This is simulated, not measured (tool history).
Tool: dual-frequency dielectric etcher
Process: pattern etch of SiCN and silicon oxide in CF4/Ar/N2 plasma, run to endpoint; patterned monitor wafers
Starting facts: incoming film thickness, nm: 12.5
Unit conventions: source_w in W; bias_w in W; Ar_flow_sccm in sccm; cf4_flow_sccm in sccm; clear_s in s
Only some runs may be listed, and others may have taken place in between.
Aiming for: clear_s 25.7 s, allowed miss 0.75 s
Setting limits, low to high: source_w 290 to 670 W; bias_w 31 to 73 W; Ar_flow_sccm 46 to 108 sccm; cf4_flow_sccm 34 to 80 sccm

{"run": 1, "hour": 0.0, "source_w": 480, "bias_w": 52, "Ar_flow_sccm": 77, "cf4_flow_sccm": 57, "clear_s": 15.129}
{"run": 2, "hour": 6.2, "source_w": 480, "bias_w": 59, "Ar_flow_sccm": 77, "cf4_flow_sccm": 57, "clear_s": 14.532}
{"run": 3, "hour": 11.2, "source_w": 450, "bias_w": 56, "Ar_flow_sccm": 80, "cf4_flow_sccm": 55, "clear_s": 15.953}
{"run": 4, "hour": 19.9, "source_w": 430, "bias_w": 54, "Ar_flow_sccm": 82, "cf4_flow_sccm": 54, "clear_s": 17.237}
{"run": 5, "hour": 26.9, "source_w": 430, "bias_w": 54, "Ar_flow_sccm": 91, "cf4_flow_sccm": 54, "clear_s": 17.399}
{"run": 6, "hour": 28.1, "source_w": 430, "bias_w": 57, "Ar_flow_sccm": 91, "cf4_flow_sccm": 54, "clear_s": 17.187}
{"run": 7, "hour": 29.5, "source_w": 410, "bias_w": 55, "Ar_flow_sccm": 93, "cf4_flow_sccm": 53, "clear_s": 18.331}
{"run": 8, "hour": 32.2, "source_w": 410, "bias_w": 55, "Ar_flow_sccm": 93, "cf4_flow_sccm": 53, "clear_s": 18.428}
{"run": 9, "hour": 37.4, "source_w": 390, "bias_w": 54, "Ar_flow_sccm": 94, "cf4_flow_sccm": 53, "clear_s": 19.559}
{"run": 10, "hour": 40.9, "source_w": 380, "bias_w": 53, "Ar_flow_sccm": 94, "cf4_flow_sccm": 53, "clear_s": 20.016}
{"run": 11, "hour": 44.4, "source_w": 380, "bias_w": 53, "Ar_flow_sccm": 94, "cf4_flow_sccm": 53, "clear_s": 19.975}
{"run": 12, "hour": 49.7, "source_w": 370, "bias_w": 52, "Ar_flow_sccm": 95, "cf4_flow_sccm": 53, "clear_s": 20.613}

Exactly one of the 4 candidate moves below puts every result within its allowed miss. Which one?
{"run": "A", "hour": 55.0, "source_w": 300, "bias_w": 62, "Ar_flow_sccm": 103, "cf4_flow_sccm": 58, "clear_s": "?"}
{"run": "B", "hour": 55.0, "source_w": 310, "bias_w": 49, "Ar_flow_sccm": 98, "cf4_flow_sccm": 49, "clear_s": "?"}
{"run": "C", "hour": 55.0, "source_w": 420, "bias_w": 57, "Ar_flow_sccm": 106, "cf4_flow_sccm": 54, "clear_s": "?"}
{"run": "D", "hour": 55.0, "source_w": 310, "bias_w": 56, "Ar_flow_sccm": 87, "cf4_flow_sccm": 52, "clear_s": "?"}

move=A clear_s=24.239
move=B clear_s=26.087
move=C clear_s=18.102
move=D clear_s=24.077
A: moves toward the targets from the last run without getting all of them in spec
B: all results land within tolerance of their targets
C: its largest miss is bigger than the last run's
D: moves toward the targets from the last run without getting all of them in spec
The right move is B.

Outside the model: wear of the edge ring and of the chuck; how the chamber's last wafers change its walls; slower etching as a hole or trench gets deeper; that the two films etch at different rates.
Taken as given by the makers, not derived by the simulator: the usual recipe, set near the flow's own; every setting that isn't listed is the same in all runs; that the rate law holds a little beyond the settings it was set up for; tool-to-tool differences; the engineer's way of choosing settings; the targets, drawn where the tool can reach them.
